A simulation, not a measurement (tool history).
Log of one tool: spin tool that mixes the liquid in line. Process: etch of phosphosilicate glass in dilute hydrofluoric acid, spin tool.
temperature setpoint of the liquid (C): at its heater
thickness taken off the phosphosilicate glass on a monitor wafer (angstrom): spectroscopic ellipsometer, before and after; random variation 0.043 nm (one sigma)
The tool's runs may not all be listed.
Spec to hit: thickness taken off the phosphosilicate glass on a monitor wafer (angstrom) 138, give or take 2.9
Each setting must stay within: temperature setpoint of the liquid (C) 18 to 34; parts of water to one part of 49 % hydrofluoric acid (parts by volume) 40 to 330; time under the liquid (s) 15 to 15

| run | hour | temperature setpoint of the liquid (C) | parts of water to one part of 49 % hydrofluoric acid (parts by volume) | time under the liquid (s) | thickness taken off the phosphosilicate glass on a monitor wafer (angstrom) |
|---|---|---|---|---|---|
| 1 | 0 | 26 | 185 | 15 | 85.513 |
| 2 | 4 | 27 | 180 | 15 | 91.478 |
| 3 | 10.7 | 28 | 175 | 15 | 98.152 |
| 4 | 17.4 | 28 | 175 | 15 | 98.832 |
| 5 | 22.2 | 25 | 175 | 15 | 88.243 |
|  | 27.1 | thermometer replaced |
| 6 | 27.1 | 26 | 170 | 15 | 90.027 |
| 7 | 35.3 | 27 | 170 | 15 | 93.107 |
| 8 | 37 | 28 | 165 | 15 | 100.14 |

Which of these 5 next moves meets every target?
| A | 38.7 | 30 | 135 | 15 | ? |
| B | 38.7 | 26.5 | 125 | 15 | ? |
| C | 38.7 | 30 | 125 | 15 | ? |
| D | 38.7 | 32.5 | 120 | 15 | ? |
| E | 38.7 | 30 | 140 | 15 | ? |

| move | thickness taken off the phosphosilicate glass on a monitor wafer (angstrom) |
|---|---|
| A | 137.17 |
| B | 131.76 |
| C | 150.16 |
| D | 172.49 |
| E | 131.39 |
A: all results land within tolerance of their targets
B: moves toward the targets from the last run without getting all of them in spec
C: pushes the last run's worst result past its target
D: pushes the last run's worst result past its target
E: moves toward the targets from the last run without getting all of them in spec
Move A is the one to make.
